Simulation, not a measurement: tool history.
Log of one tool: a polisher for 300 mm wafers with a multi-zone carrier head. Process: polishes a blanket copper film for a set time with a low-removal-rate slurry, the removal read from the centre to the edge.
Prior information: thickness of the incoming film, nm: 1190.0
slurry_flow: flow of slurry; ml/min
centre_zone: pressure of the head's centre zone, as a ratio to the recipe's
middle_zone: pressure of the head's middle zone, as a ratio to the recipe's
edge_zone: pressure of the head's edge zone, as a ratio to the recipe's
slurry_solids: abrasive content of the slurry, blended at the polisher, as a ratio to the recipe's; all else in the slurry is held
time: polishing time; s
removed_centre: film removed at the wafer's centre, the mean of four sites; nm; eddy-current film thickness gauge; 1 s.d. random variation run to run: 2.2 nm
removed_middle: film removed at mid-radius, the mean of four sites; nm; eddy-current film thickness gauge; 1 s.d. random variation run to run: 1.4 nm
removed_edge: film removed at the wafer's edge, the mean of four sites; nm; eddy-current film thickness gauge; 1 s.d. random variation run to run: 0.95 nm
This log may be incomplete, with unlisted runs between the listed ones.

Run 1, hour 0.0: slurry_flow 235 ml/min, centre_zone 1.00, middle_zone 1.00, edge_zone 1.00, slurry_solids 1.00, time 72 s. Result: removed_centre 193.99 nm, removed_middle 192.76 nm, removed_edge 193.04 nm.
Run 2, hour 2.7: slurry_flow 235 ml/min, centre_zone 0.95, middle_zone 1.00, edge_zone 1.00, slurry_solids 1.00, time 72 s. Result: removed_centre 179.89 nm, removed_middle 193.60 nm, removed_edge 194.01 nm.
Run 3, hour 11.1: slurry_flow 235 ml/min, centre_zone 0.88, middle_zone 1.00, edge_zone 1.00, slurry_solids 1.00, time 72 s. Result: removed_centre 166.30 nm, removed_middle 192.90 nm, removed_edge 196.73 nm.
Run 4, hour 18.6: slurry_flow 230 ml/min, centre_zone 0.90, middle_zone 0.97, edge_zone 0.98, slurry_solids 0.90, time 71 s. Result: removed_centre 165.73 nm, removed_middle 184.81 nm, removed_edge 184.70 nm.
Run 5, hour 22.6: slurry_flow 225 ml/min, centre_zone 0.92, middle_zone 0.95, edge_zone 0.99, slurry_solids 0.85, time 69 s. Result: removed_centre 162.56 nm, removed_middle 169.31 nm, removed_edge 182.09 nm.
Run 6, hour 24.1: slurry_flow 250 ml/min, centre_zone 0.92, middle_zone 0.95, edge_zone 0.99, slurry_solids 0.85, time 69 s. Result: removed_centre 167.66 nm, removed_middle 174.06 nm, removed_edge 183.85 nm.
Run 7, hour 28.6: slurry_flow 240 ml/min, centre_zone 0.93, middle_zone 0.93, edge_zone 0.97, slurry_solids 0.80, time 68 s. Result: removed_centre 160.99 nm, removed_middle 165.95 nm, removed_edge 174.15 nm.
Run 8, hour 31.0: slurry_flow 230 ml/min, centre_zone 0.94, middle_zone 0.91, edge_zone 0.96, slurry_solids 0.75, time 68 s. Result: removed_centre 162.87 nm, removed_middle 164.78 nm, removed_edge 173.68 nm.
Run 9, hour 35.9: slurry_flow 230 ml/min, centre_zone 0.95, middle_zone 0.90, edge_zone 0.96, slurry_solids 0.70, time 66 s. Result: removed_centre 155.07 nm, removed_middle 156.86 nm, removed_edge 166.96 nm.
Run 10, hour 37.8: slurry_flow 230 ml/min, centre_zone 0.97, middle_zone 0.89, edge_zone 0.95, slurry_solids 0.65, time 65 s. Result: removed_centre 158.45 nm, removed_middle 151.62 nm, removed_edge 160.10 nm.
Run 11, hour 45.8: slurry_flow 225 ml/min, centre_zone 0.97, middle_zone 0.88, edge_zone 0.95, slurry_solids 0.65, time 64 s. Result: removed_centre 152.41 nm, removed_middle 147.17 nm, removed_edge 158.56 nm.

Run 12, settings as shown, results not yet in. Your forecast:
Run 12, hour 47.9: slurry_flow 220 ml/min, centre_zone 0.98, middle_zone 0.87, edge_zone 0.94, slurry_solids 0.65, time 64 s. Result: removed_centre ?, removed_middle ?, removed_edge ?.

Run 12 produced removed_centre 153.65 nm, removed_middle 144.33 nm, removed_edge 155.24 nm.

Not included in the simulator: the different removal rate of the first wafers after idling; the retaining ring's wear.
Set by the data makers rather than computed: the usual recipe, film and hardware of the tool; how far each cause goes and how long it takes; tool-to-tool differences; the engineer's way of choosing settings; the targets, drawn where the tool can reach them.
